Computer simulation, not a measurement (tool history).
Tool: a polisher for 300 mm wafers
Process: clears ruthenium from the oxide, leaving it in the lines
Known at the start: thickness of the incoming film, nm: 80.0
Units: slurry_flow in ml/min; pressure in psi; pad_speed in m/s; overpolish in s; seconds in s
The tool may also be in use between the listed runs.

run	hour	slurry_flow	pressure	pad_speed	overpolish	seconds
1	0	265	1.8	0.8	38	100.13
2	4	265	1.8	0.62	38	119.14
3	8.6	265	1.8	0.62	41	121.54
4	13.5	265	2	0.62	41	107.8
5	18.8	265	2	0.62	41	109.09
6	24.9	265	2	0.62	38	108.17

The next listed run, before its measurement:
7	27.7	270	2.5	0.7	38	?

For run 7 the tool returned seconds 79.901 s.
